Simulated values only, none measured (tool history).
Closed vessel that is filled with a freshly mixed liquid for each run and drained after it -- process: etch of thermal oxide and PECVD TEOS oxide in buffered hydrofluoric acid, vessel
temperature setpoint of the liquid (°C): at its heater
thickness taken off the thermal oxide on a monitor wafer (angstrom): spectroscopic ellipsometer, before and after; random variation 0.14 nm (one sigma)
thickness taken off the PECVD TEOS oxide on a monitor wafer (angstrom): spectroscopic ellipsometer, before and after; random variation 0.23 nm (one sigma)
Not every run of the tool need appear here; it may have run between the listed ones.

run,day,temperature setpoint of the liquid (°C),parts of 40 % ammonium fluoride to one part of 49 % hydrofluoric acid (parts by volume),time in the liquid (s),thickness taken off the thermal oxide on a monitor wafer (angstrom),thickness taken off the PECVD TEOS oxide on a monitor wafer (angstrom)
1,0.000,25.0,19.5,60,370.65,627.21
2,0.050,25.0,14.5,60,490.15,841.03
3,0.100,25.0,14.5,70,572.78,977.47
4,0.438,28.0,14.5,70,674.66,1155.30
5,0.596,25.5,17.0,70,507.49,862.19
6,0.967,25.5,17.0,80,578.82,986.72
7,1.217,23.5,19.0,80,464.78,783.22

Run 8, settings as shown, results not yet in. Your forecast:
8,1.400,19.5,25.5,80,?,?

{"run 8": {"thickness taken off the thermal oxide on a monitor wafer (angstrom)": 299.12, "thickness taken off the PECVD TEOS oxide on a monitor wafer (angstrom)": 510.41}}
